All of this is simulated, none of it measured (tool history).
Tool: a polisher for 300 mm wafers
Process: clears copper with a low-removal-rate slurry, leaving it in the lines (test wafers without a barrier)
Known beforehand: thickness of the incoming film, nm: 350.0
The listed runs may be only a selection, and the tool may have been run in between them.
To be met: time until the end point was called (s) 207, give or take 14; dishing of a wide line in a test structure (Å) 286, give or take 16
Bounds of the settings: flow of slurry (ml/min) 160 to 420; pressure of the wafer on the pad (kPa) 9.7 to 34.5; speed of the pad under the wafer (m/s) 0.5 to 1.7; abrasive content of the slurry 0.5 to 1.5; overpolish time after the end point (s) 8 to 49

run	hour	flow of slurry (ml/min)	pressure of the wafer on the pad (kPa)	speed of the pad under the wafer (m/s)	abrasive content of the slurry	overpolish time after the end point (s)	time until the end point was called (s)	dishing of a wide line in a test structure (Å)
1	0	270	22.1	1.1	1	25	103.55	624.72
2	7.9	270	20.7	1.06	1	24	108.34	555.72
3	15.2	220	20.7	1.06	1	24	112.16	565.11
4	19.6	220	17.2	1.06	1	24	121.83	489.22
5	21.4	220	17.2	1.06	1	19	125.77	403.95
6	27.7	220	15.9	1.02	1	20	131.68	389.75
7	33.9	220	15.2	0.96	1	21	148.57	373.59
8	34.6	220	14.5	0.94	1	21	157.21	366.13
9	42.5	220	13.8	0.92	1	21	159.61	342.41
10	44	220	13.1	0.9	1	21	178.08	334.8
11	49.9	220	12.4	0.9	1	21	179.25	316.93
12	55.3	220	11.7	0.9	1	21	183.33	318.84

Of the 5 settings listed for the next run, only one would bring every result within its allowed miss of target. Which one?
A	60.7	200	10.3	0.94	1	25	?	?
B	60.7	240	9.7	0.7	1.05	26	?	?
C	60.7	235	10.3	0.8	1.35	19	?	?
D	60.7	205	13.8	0.72	1.1	21	?	?
E	60.7	265	9.7	0.76	1	31	?	?

move	time until the end point was called (s)	dishing of a wide line in a test structure (Å)
A	189.84	361.91
B	255.2	287.03
C	207.43	260.79
D	206.89	288.19
E	236.6	359.62
A: misses by more than the last run did
B: puts the biggest miss on target and leaves a different result outside tolerance
C: the result that was furthest off in the last run now lies on the other side of its target
D: all results in spec
E: misses by more than the last run did
The right move is D.
